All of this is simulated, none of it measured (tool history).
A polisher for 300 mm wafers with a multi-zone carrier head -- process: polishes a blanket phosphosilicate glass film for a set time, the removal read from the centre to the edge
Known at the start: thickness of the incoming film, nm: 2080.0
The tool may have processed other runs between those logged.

run,day,flow of slurry (ml/min),pressure of the head's centre zone,pressure of the head's middle zone,pressure of the head's edge zone,abrasive content of the slurry,polishing time (s),film removed at the wafer's centre (nm),film removed at mid-radius (nm),film removed at the wafer's edge (nm)
1,0.000,290,1.00,1.00,1.00,1.00,81,532.22,541.90,525.63
2,0.158,285,1.01,0.96,0.96,0.85,80,500.72,481.73,471.96
3,0.333,280,1.00,0.93,0.92,0.75,80,466.86,452.15,441.94
4,0.429,280,1.07,0.93,0.92,0.75,80,490.80,449.28,435.67
5,0.554,270,1.05,0.90,0.90,0.65,80,453.26,408.71,396.85
6,0.675,340,1.05,0.90,0.90,0.65,80,447.36,415.18,408.20
7,0.850,340,1.04,0.88,0.88,0.60,80,428.64,399.19,391.74
8,0.967,335,1.04,0.86,0.87,0.60,80,440.90,386.13,384.12
9,1.075,340,1.02,0.85,0.86,0.60,80,422.91,384.64,383.29

Expected results for the next run?
10,1.325,340,1.01,0.84,0.85,0.60,80,?,?,?

{"run 10": {"film removed at the wafer's centre (nm)": 411.73, "film removed at mid-radius (nm)": 380.83, "film removed at the wafer's edge (nm)": 383.12}}
